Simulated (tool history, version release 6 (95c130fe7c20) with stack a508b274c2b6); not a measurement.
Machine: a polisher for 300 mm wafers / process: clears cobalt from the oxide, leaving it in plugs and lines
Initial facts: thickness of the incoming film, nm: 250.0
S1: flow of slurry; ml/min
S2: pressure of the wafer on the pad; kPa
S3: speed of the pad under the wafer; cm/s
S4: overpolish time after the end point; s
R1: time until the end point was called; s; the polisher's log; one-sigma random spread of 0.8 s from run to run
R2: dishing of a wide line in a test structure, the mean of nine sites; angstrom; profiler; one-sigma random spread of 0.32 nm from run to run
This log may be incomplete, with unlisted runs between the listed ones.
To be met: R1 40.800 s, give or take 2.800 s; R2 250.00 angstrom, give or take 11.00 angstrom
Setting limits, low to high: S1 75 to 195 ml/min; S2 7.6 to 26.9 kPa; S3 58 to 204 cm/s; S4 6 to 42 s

Run 1, hour 0.0: S1 125 ml/min, S2 17.2 kPa, S3 130 cm/s, S4 21 s. Result: R1 29.288 s, R2 540.04 angstrom.
Run 2, hour 2.8: S1 125 ml/min, S2 17.2 kPa, S3 130 cm/s, S4 15 s. Result: R1 28.377 s, R2 490.77 angstrom.
Run 3, hour 6.7: S1 125 ml/min, S2 17.2 kPa, S3 98 cm/s, S4 15 s. Result: R1 36.440 s, R2 454.09 angstrom.
Run 4, hour 14.3: S1 125 ml/min, S2 17.2 kPa, S3 98 cm/s, S4 21 s. Result: R1 35.869 s, R2 515.36 angstrom.
Run 5, hour 17.6: S1 125 ml/min, S2 13.8 kPa, S3 98 cm/s, S4 21 s. Result: R1 44.617 s, R2 471.79 angstrom.
Run 6, hour 18.4: S1 125 ml/min, S2 13.8 kPa, S3 98 cm/s, S4 15 s. Result: R1 43.810 s, R2 427.73 angstrom.
Run 7, hour 26.6: S1 145 ml/min, S2 12.4 kPa, S3 102 cm/s, S4 13 s. Result: R1 47.645 s, R2 385.16 angstrom.
Run 8, hour 30.3: S1 180 ml/min, S2 7.6 kPa, S3 138 cm/s, S4 6 s. Result: R1 58.819 s, R2 190.41 angstrom.
Run 9, hour 30.9: S1 145 ml/min, S2 11.0 kPa, S3 164 cm/s, S4 6 s. Result: R1 36.428 s, R2 270.97 angstrom.
Run 10, hour 33.1: S1 160 ml/min, S2 9.0 kPa, S3 162 cm/s, S4 7 s. Result: R1 43.558 s, R2 259.92 angstrom.

Which single option among these 4 for the next run brings every result within its allowed miss of target? Just one does.
Run A, hour 35.3: S1 170 ml/min, S2 8.3 kPa, S3 194 cm/s, S4 7 s. Result: R1 ?, R2 ?.
Run B, hour 35.3: S1 145 ml/min, S2 7.6 kPa, S3 166 cm/s, S4 8 s. Result: R1 ?, R2 ?.
Run C, hour 35.3: S1 160 ml/min, S2 11.7 kPa, S3 126 cm/s, S4 6 s. Result: R1 ?, R2 ?.
Run D, hour 35.3: S1 165 ml/min, S2 7.6 kPa, S3 184 cm/s, S4 7 s. Result: R1 ?, R2 ?.

move      R1      R2
   A  41.402  276.65
   B  52.388  257.53
   C  42.251  243.93
   D  47.135  252.24
A: meets the target for the result that was furthest off, but another lies outside its allowed miss
B: its largest miss is bigger than the last run's
C: all results land within tolerance of their targets
D: its largest miss is bigger than the last run's
So the answer is move C, the one that meets all the targets.
